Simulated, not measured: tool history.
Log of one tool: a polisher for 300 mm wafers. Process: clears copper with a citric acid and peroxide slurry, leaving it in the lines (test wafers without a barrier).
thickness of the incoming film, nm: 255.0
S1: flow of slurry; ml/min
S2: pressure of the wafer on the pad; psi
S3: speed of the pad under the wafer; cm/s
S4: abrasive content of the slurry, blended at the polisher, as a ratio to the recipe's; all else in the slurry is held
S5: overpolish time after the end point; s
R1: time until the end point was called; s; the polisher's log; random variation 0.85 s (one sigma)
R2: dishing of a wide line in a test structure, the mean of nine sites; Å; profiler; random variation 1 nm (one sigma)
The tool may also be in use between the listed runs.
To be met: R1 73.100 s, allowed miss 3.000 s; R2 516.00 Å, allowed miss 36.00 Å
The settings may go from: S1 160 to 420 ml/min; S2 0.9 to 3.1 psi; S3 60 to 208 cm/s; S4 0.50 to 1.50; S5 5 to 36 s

run	hour	S1	S2	S3	S4	S5	R1	R2
1	0.0	270	2.0	134	1.00	18	106.340	281.14
2	6.0	270	2.1	134	1.00	19	101.370	308.20
3	10.1	270	2.2	134	1.00	20	96.425	329.95
4	17.9	270	2.3	134	1.00	21	92.221	360.24
5	21.4	270	2.7	134	1.00	21	80.205	433.57
6	25.1	270	2.7	134	0.80	21	82.452	405.48
7	34.1	275	2.9	134	0.80	22	75.562	447.37
8	39.3	275	2.9	134	0.80	23	76.356	482.32
9	47.2	275	3.0	134	0.80	23	72.269	476.81

Which of these 4 next moves meets every target?
A	55.1	160	2.3	172	1.10	21	?	?
B	55.1	320	2.6	156	0.80	26	?	?
C	55.1	235	3.0	144	0.95	27	?	?
D	55.1	220	3.0	134	1.00	19	?	?

move	R1	R2
A	74.450	417.76
B	71.830	513.37
C	67.324	561.52
D	72.051	401.95
A: further off than the last run
B: meets every target
C: takes the result that was furthest off past its target
D: further off than the last run
The right move is B.

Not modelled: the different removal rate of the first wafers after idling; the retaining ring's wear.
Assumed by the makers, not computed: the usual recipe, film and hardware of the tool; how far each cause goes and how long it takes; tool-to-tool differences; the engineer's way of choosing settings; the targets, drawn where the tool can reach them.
